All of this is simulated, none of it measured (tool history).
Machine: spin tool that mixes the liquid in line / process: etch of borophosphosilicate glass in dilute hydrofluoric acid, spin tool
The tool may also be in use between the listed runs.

| run | hour | temperature setpoint of the liquid (C) | parts of water to one part of 49 % hydrofluoric acid (parts by volume) | time under the liquid (s) | thickness taken off the borophosphosilicate glass on a monitor wafer (angstrom) |
|---|---|---|---|---|---|
| 1 | 0 | 26 | 295 | 55 | 121.39 |
| 2 | 4 | 26 | 200 | 55 | 197.83 |
| 3 | 9.8 | 26 | 295 | 55 | 119.76 |
| 4 | 14 | 26 | 295 | 55 | 120.39 |
| 5 | 17.5 | 24.5 | 310 | 55 | 107.77 |
| 6 | 25.6 | 24.5 | 310 | 55 | 107.03 |
| 7 | 33.8 | 23.5 | 320 | 55 | 99.472 |
| 8 | 38.4 | 22.5 | 330 | 55 | 91.315 |
| 9 | 39.7 | 22.5 | 330 | 55 | 93.931 |
| 10 | 47.4 | 22 | 340 | 55 | 88.43 |

Run 11, settings as shown, results not yet in. Your forecast:
| 11 | 51.7 | 21.5 | 350 | 55 | ? |

{"run 11": {"thickness taken off the borophosphosilicate glass on a monitor wafer (angstrom)": 83.489}}
